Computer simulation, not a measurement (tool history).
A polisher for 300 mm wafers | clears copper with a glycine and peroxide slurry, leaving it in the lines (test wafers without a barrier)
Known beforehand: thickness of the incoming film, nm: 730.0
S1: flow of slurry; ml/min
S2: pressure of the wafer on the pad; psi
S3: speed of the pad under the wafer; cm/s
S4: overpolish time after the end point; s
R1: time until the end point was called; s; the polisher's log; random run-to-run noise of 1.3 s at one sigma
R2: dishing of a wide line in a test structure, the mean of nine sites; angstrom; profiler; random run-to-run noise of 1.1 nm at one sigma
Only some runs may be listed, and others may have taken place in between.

run 1 hour=0.0 | S1=190 S2=2.0 S3=126 S4=22 | R1=153.53 R2=478.97
run 2 hour=4.2 | S1=190 S2=2.2 S3=128 S4=22 | R1=139.09 R2=499.54
run 3 hour=4.9 | S1=190 S2=2.2 S3=110 S4=22 | R1=163.56 R2=493.39
run 4 hour=7.5 | S1=190 S2=1.7 S3=110 S4=22 | R1=187.03 R2=442.09
run 5 hour=10.7 | S1=190 S2=2.0 S3=116 S4=21 | R1=166.42 R2=450.95
run 6 hour=17.2 | S1=190 S2=2.4 S3=116 S4=21 | R1=147.82 R2=495.75
run 7 hour=19.0 | S1=190 S2=2.6 S3=122 S4=21 | R1=132.40 R2=511.51

The next listed run, before its measurement:
run 8 hour=21.2 | S1=190 S2=2.7 S3=126 S4=21 | R1=? R2=?

For run 8 the tool returned R1 121.63 s, R2 531.14 angstrom.

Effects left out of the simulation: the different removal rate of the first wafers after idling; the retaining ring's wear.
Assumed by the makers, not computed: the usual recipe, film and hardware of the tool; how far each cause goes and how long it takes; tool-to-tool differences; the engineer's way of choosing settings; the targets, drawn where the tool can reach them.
